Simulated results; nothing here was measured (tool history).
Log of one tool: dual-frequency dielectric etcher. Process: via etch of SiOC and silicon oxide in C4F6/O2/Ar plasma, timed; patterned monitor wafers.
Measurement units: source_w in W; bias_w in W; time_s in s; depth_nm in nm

run  hour  source_w  bias_w  time_s  depth_nm
  1     0       480     228      51     69.57
  2   3.6       480     249      51    71.101
  3   6.3       480     249      47    65.814
  4   8.5       530     249      47    68.963
  5  14.8       530     249      47    69.774
  6  21.3       590     249      47    73.257
  7  22.4       560     244      47    71.313
  8  29.9       540     240      47    70.103
  9  35.8       520     237      47    68.312
 10  40.2       500     234      47    66.256

For run 11, what comes out?
 11  42.1       490     232      47         ?

{"run 11": {"depth_nm": 65.392}}

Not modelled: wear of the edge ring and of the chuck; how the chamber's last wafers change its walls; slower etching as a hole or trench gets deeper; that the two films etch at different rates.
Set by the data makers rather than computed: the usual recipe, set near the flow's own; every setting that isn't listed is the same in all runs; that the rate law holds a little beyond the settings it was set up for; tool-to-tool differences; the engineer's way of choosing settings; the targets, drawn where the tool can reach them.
